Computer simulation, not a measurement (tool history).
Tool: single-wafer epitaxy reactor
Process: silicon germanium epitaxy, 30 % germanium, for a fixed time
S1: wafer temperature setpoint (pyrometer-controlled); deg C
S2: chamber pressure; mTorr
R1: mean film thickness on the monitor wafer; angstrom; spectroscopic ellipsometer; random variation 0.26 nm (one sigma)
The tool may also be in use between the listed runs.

Run 1, hour 0: S1 580 deg C, S2 25800 mTorr. Result: R1 432.31 angstrom.
Run 2, hour 6.3: S1 580 deg C, S2 21400 mTorr. Result: R1 397.32 angstrom.
Run 3, hour 6.8: S1 585 deg C, S2 21500 mTorr. Result: R1 432.07 angstrom.
Run 4, hour 10.2: S1 590 deg C, S2 21600 mTorr. Result: R1 473.98 angstrom.
Run 5, hour 13.6: S1 590 deg C, S2 18300 mTorr. Result: R1 437.9 angstrom.
Run 6, hour 19.1: S1 590 deg C, S2 15800 mTorr. Result: R1 407.05 angstrom.
Run 7, hour 25.9: S1 602 deg C, S2 21000 mTorr. Result: R1 563.41 angstrom.
Run 8, hour 26.7: S1 603 deg C, S2 21300 mTorr. Result: R1 580.95 angstrom.

Run 9 comes next. What will it give?
Run 9, hour 30.7: S1 603 deg C, S2 21400 mTorr. Result: R1 ?.

Run 9 gave R1 580.26 angstrom.

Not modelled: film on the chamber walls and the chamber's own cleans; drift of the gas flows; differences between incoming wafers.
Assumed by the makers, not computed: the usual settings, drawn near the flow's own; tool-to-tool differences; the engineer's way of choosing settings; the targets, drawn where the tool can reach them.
